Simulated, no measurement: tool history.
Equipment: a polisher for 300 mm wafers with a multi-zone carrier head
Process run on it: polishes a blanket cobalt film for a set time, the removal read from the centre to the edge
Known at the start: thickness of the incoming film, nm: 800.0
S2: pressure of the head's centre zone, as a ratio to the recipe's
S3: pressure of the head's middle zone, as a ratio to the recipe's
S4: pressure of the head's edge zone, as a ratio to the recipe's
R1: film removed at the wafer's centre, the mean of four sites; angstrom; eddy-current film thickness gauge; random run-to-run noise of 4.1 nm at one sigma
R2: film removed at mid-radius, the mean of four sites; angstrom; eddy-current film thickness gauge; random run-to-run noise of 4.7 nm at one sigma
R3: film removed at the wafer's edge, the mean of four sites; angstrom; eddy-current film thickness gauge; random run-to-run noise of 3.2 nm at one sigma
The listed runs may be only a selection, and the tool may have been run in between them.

run 1 hour=0 | flow_of_slurry_(ml/min)=245 S2=1 S3=1 S4=1 polishing_time_(s)=67 | R1=3424.7 R2=3524.7 R3=3453.3
run 2 hour=5.4 | flow_of_slurry_(ml/min)=245 S2=1 S3=1 S4=1.07 polishing_time_(s)=67 | R1=3509.7 R2=3435 R3=3573.5
run 3 hour=7.7 | flow_of_slurry_(ml/min)=245 S2=1 S3=1 S4=1.02 polishing_time_(s)=67 | R1=3498.1 R2=3453.5 R3=3442
run 4 hour=10.3 | flow_of_slurry_(ml/min)=285 S2=1 S3=1 S4=1.02 polishing_time_(s)=67 | R1=3490.2 R2=3540.8 R3=3497.6
run 5 hour=12.4 | flow_of_slurry_(ml/min)=285 S2=1 S3=0.93 S4=1.02 polishing_time_(s)=67 | R1=3491.8 R2=3285.6 R3=3459.7
run 6 hour=19.3 | flow_of_slurry_(ml/min)=285 S2=0.93 S3=0.93 S4=1.02 polishing_time_(s)=67 | R1=3281.8 R2=3303.1 R3=3534.1
run 7 hour=21.4 | flow_of_slurry_(ml/min)=290 S2=0.94 S3=0.96 S4=1.02 polishing_time_(s)=68 | R1=3358.7 R2=3493.1 R3=3581.1
run 8 hour=30.1 | flow_of_slurry_(ml/min)=295 S2=0.95 S3=0.98 S4=1.03 polishing_time_(s)=69 | R1=3443.1 R2=3564.9 R3=3677

What will run 9 give?
run 9 hour=38.2 | flow_of_slurry_(ml/min)=295 S2=0.96 S3=1 S4=1.03 polishing_time_(s)=70 | R1=? R2=? R3=?

{"run 9": {"R1": 3521.6, "R2": 3690, "R3": 3658.3}}
